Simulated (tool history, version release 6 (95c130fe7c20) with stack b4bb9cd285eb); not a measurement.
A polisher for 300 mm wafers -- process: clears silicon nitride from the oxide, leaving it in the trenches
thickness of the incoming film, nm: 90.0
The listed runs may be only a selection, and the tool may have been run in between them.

run  hour  flow of slurry (ml/min)  pressure of the wafer on the pad (psi)  speed of the pad under the wafer (m/s)  overpolish time after the end point (s)  time until the end point was called (s)
  1   0.0                      260                                     3.5                                    0.80                                       41                                  100.730
  2   6.5                      260                                     3.0                                    0.80                                       41                                  118.430
  3  11.8                      260                                     3.2                                    0.80                                       41                                  111.580
  4  15.6                      260                                     2.7                                    0.80                                       41                                  129.800
  5  24.7                      205                                     2.7                                    0.80                                       41                                  134.330
  6  28.9                      175                                     2.7                                    0.80                                       41                                  139.090
  7  32.0                      245                                     3.7                                    0.82                                       41                                   94.695
  8  39.2                      255                                     3.8                                    0.82                                       41                                   92.610
  9  46.7                      265                                     3.9                                    0.82                                       41                                   89.120

Run 10 is up next; what results do you expect?
 10  51.7                      270                                     3.9                                    0.82                                       41                                        ?

time until the end point was called (s): 89.579
